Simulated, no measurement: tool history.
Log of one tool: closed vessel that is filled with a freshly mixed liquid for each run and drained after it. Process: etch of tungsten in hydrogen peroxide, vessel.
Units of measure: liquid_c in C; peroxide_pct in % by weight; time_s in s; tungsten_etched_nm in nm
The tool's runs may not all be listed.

run,hour,liquid_c,peroxide_pct,time_s,tungsten_etched_nm
1,0.0,54.0,19,100,114.41
2,8.0,60.5,19,100,166.41
3,10.6,60.0,19,100,163.64
4,16.8,59.5,19,100,160.18
5,17.7,55.0,19,100,123.04
6,22.1,55.0,19,100,119.79
7,30.7,56.0,19,100,128.30
8,36.1,56.5,19,100,134.14

Run 9 is up next; what results do you expect?
9,43.8,56.5,19,100,?

tungsten_etched_nm: 131.21 nm
